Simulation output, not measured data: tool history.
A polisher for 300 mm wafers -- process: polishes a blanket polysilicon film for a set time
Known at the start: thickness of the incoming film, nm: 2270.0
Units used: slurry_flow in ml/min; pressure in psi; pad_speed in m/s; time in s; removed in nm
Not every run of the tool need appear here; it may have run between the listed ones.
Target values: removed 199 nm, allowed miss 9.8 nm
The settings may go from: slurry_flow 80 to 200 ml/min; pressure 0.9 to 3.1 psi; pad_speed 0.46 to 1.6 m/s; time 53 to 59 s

run 1 hour=0 | slurry_flow=130 pressure=2 pad_speed=1.02 time=59 | removed=305.34
run 2 hour=4.3 | slurry_flow=130 pressure=1.8 pad_speed=1.02 time=59 | removed=276.6
run 3 hour=7.3 | slurry_flow=130 pressure=1.7 pad_speed=1.02 time=59 | removed=267.08
run 4 hour=9.6 | slurry_flow=130 pressure=2 pad_speed=1.02 time=59 | removed=299.52
-- hour=14.1 slurry nozzle cleaned
run 5 hour=14.1 | slurry_flow=100 pressure=2 pad_speed=1.02 time=59 | removed=298.6
run 6 hour=15.9 | slurry_flow=100 pressure=2 pad_speed=0.88 time=59 | removed=259.69
run 7 hour=19.2 | slurry_flow=100 pressure=1.9 pad_speed=0.88 time=59 | removed=250.46
run 8 hour=20.3 | slurry_flow=100 pressure=1.8 pad_speed=0.88 time=59 | removed=237.08
run 9 hour=25.9 | slurry_flow=100 pressure=1.7 pad_speed=0.88 time=59 | removed=229.15

Of the 5 settings listed for the next run, only one would bring every result within its allowed miss of target. Which one?
run A hour=31.5 | slurry_flow=115 pressure=2.1 pad_speed=0.68 time=59 | removed=?
run B hour=31.5 | slurry_flow=105 pressure=1.4 pad_speed=0.94 time=59 | removed=?
run C hour=31.5 | slurry_flow=105 pressure=1.6 pad_speed=1.06 time=59 | removed=?
run D hour=31.5 | slurry_flow=120 pressure=1.7 pad_speed=0.76 time=57 | removed=?
run E hour=31.5 | slurry_flow=80 pressure=1.7 pad_speed=1 time=53 | removed=?

move=A removed=215.65
move=B removed=212.02
move=C removed=262.03
move=D removed=198.29
move=E removed=218.36
A: closer than the last run, but not yet in spec
B: closer than the last run, but not yet in spec
C: misses by more than the last run did
D: every result lands within tolerance
E: closer than the last run, but not yet in spec
So the answer is move D, the one that meets all the targets.

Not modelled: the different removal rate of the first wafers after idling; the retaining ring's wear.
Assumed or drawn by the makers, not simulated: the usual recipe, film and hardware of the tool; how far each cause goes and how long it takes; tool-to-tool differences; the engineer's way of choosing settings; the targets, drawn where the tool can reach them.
